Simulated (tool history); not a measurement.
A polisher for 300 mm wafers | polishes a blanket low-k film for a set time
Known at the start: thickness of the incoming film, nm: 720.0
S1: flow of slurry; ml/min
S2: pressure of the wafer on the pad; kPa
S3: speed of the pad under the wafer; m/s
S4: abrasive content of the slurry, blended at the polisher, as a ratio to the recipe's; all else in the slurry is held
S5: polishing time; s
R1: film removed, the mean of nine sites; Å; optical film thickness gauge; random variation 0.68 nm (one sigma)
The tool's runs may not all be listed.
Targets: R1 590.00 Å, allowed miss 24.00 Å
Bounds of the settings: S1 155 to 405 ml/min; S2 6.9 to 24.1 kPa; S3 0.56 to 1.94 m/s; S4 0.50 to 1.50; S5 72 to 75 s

run 1 hour=0.0 | S1=260 S2=15.2 S3=1.24 S4=1.00 S5=72 | R1=342.49
run 2 hour=7.9 | S1=320 S2=15.2 S3=1.24 S4=1.00 S5=72 | R1=348.61
run 3 hour=12.2 | S1=320 S2=15.2 S3=1.10 S4=1.00 S5=72 | R1=319.16
run 4 hour=13.6 | S1=320 S2=15.2 S3=1.30 S4=1.00 S5=72 | R1=366.49
run 5 hour=15.7 | S1=255 S2=15.2 S3=1.30 S4=1.00 S5=72 | R1=361.81
run 6 hour=19.7 | S1=235 S2=15.2 S3=1.30 S4=1.00 S5=72 | R1=356.18
run 7 hour=26.2 | S1=235 S2=16.5 S3=1.30 S4=1.00 S5=72 | R1=390.01
run 8 hour=33.5 | S1=235 S2=17.9 S3=1.30 S4=1.00 S5=72 | R1=397.14

4 next moves are on the table. One of them brings every result within its allowed miss. Which?
run A hour=40.8 | S1=220 S2=20.0 S3=1.36 S4=1.00 S5=75 | R1=?
run B hour=40.8 | S1=240 S2=15.2 S3=1.14 S4=1.00 S5=72 | R1=?
run C hour=40.8 | S1=250 S2=14.5 S3=0.96 S4=0.75 S5=72 | R1=?
run D hour=40.8 | S1=255 S2=20.0 S3=1.64 S4=1.10 S5=75 | R1=?

move=A R1=463.54
move=B R1=319.21
move=C R1=212.40
move=D R1=578.68
A: nearer than the last run, and not there yet
B: further off than the last run
C: further off than the last run
D: meets every target
The right move is D.
